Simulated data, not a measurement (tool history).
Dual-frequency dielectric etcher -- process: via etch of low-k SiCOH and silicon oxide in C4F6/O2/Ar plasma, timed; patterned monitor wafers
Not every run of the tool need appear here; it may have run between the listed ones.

run  hour  source power (W)  bias power (W)  etch time (s)  mean etch depth across the wafer (Å)
  1   0.0               370             204           64.0                                1966.9
  2   5.7               370             176           64.0                                1883.9
  3  10.1               370             176           64.0                                1876.4
  4  16.0               350             172           64.0                                1837.3
  5  17.7               340             167           63.5                                1782.0
  6  21.9               330             165           63.5                                1752.3
  7  22.4               320             163           63.5                                1734.6
  8  29.7               250             147           63.0                                1525.4
  9  30.4               250             148           63.0                                1534.3
 10  36.4               250             149           63.0                                1514.9
 11  41.5               250             150           63.0                                1534.9

What will run 12 give?
 12  47.8               250             151           63.0                                     ?

{"run 12": {"mean etch depth across the wafer (Å)": 1532.3}}
